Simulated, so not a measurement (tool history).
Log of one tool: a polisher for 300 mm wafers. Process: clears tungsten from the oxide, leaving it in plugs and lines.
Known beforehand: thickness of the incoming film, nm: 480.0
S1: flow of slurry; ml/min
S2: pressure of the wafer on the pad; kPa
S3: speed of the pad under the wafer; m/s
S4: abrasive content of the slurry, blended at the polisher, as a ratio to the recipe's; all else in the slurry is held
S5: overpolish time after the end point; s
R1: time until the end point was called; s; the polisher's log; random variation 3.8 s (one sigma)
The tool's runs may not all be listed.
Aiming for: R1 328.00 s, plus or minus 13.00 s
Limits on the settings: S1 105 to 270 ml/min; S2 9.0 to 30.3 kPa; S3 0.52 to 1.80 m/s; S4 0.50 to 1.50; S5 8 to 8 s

| run | hour | S1 | S2 | S3 | S4 | S5 | R1 |
|---|---|---|---|---|---|---|---|
| 1 | 0.0 | 175 | 19.3 | 1.16 | 1.00 | 8 | 135.29 |
| 2 | 4.6 | 175 | 23.4 | 1.16 | 1.00 | 8 | 112.60 |
| 3 | 5.5 | 175 | 20.7 | 1.08 | 1.00 | 8 | 134.32 |
| 4 | 11.9 | 175 | 20.7 | 1.08 | 0.80 | 8 | 143.18 |
| 5 | 15.6 | 175 | 18.6 | 1.02 | 0.80 | 8 | 161.76 |
| 6 | 20.8 | 175 | 18.6 | 1.02 | 0.80 | 8 | 159.42 |
| 7 | 29.2 | 175 | 16.5 | 0.94 | 0.80 | 8 | 194.99 |
| 8 | 33.1 | 175 | 16.5 | 0.94 | 0.80 | 8 | 194.42 |
| 9 | 41.6 | 175 | 15.2 | 0.90 | 0.80 | 8 | 212.19 |
| 10 | 44.1 | 175 | 13.8 | 0.86 | 0.80 | 8 | 239.23 |
| 11 | 46.6 | 175 | 13.1 | 0.84 | 0.80 | 8 | 260.13 |
| 12 | 51.4 | 175 | 12.4 | 0.84 | 0.80 | 8 | 268.41 |
| 13 | 59.4 | 175 | 11.7 | 0.84 | 0.80 | 8 | 281.63 |
| 14 | 61.4 | 175 | 11.0 | 0.84 | 0.80 | 8 | 289.97 |
| 15 | 63.3 | 170 | 9.0 | 0.82 | 0.80 | 8 | 360.74 |
| 16 | 68.7 | 175 | 9.0 | 0.82 | 0.80 | 8 | 362.24 |

Exactly one of the 4 candidate moves below puts every result within its allowed miss. Which one?
| A | 74.1 | 145 | 11.0 | 0.94 | 0.70 | 8 | ? |
| B | 74.1 | 135 | 9.0 | 0.86 | 0.75 | 8 | ? |
| C | 74.1 | 150 | 11.7 | 0.86 | 0.75 | 8 | ? |
| D | 74.1 | 160 | 9.0 | 0.94 | 0.85 | 8 | ? |

| move | R1 |
|---|---|
| A | 295.77 |
| B | 371.16 |
| C | 291.48 |
| D | 327.37 |
A: moves the result that the last run missed by most past its target, out the other side
B: lands further from the targets than the last run did
C: moves the result that the last run missed by most past its target, out the other side
D: each result inside its tolerance
Answer: D
